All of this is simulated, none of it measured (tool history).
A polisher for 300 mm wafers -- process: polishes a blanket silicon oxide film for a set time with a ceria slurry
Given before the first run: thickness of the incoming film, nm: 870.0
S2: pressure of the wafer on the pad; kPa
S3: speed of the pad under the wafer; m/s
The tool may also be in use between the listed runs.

run 1 day=0.000 | flow_of_slurry_(ml/min)=210 S2=24.8 S3=0.84 polishing_time_(s)=82 | film_removed_(angstrom)=3184.2
run 2 day=0.150 | flow_of_slurry_(ml/min)=210 S2=23.4 S3=0.84 polishing_time_(s)=82 | film_removed_(angstrom)=3045.0
run 3 day=0.175 | flow_of_slurry_(ml/min)=210 S2=20.0 S3=0.84 polishing_time_(s)=82 | film_removed_(angstrom)=2642.5
run 4 day=0.517 | flow_of_slurry_(ml/min)=260 S2=20.0 S3=0.84 polishing_time_(s)=82 | film_removed_(angstrom)=2727.1
run 5 day=0.733 | flow_of_slurry_(ml/min)=260 S2=23.4 S3=0.84 polishing_time_(s)=82 | film_removed_(angstrom)=3074.4
run 6 day=0.767 | flow_of_slurry_(ml/min)=260 S2=22.1 S3=0.84 polishing_time_(s)=82 | film_removed_(angstrom)=2937.2
run 7 day=0.862 | flow_of_slurry_(ml/min)=260 S2=20.7 S3=0.84 polishing_time_(s)=82 | film_removed_(angstrom)=2822.0
run 8 day=1.142 | flow_of_slurry_(ml/min)=255 S2=20.0 S3=0.84 polishing_time_(s)=82 | film_removed_(angstrom)=2750.3
run 9 day=1.508 | flow_of_slurry_(ml/min)=255 S2=19.3 S3=0.84 polishing_time_(s)=82 | film_removed_(angstrom)=2645.0
run 10 day=1.621 | flow_of_slurry_(ml/min)=255 S2=18.6 S3=0.84 polishing_time_(s)=82 | film_removed_(angstrom)=2593.2
run 11 day=1.958 | flow_of_slurry_(ml/min)=255 S2=17.9 S3=0.84 polishing_time_(s)=82 | film_removed_(angstrom)=2530.9

Run 12 is up next; what results do you expect?
run 12 day=2.329 | flow_of_slurry_(ml/min)=220 S2=11.0 S3=0.84 polishing_time_(s)=82 | film_removed_(angstrom)=?

film removed (angstrom): 1724.2

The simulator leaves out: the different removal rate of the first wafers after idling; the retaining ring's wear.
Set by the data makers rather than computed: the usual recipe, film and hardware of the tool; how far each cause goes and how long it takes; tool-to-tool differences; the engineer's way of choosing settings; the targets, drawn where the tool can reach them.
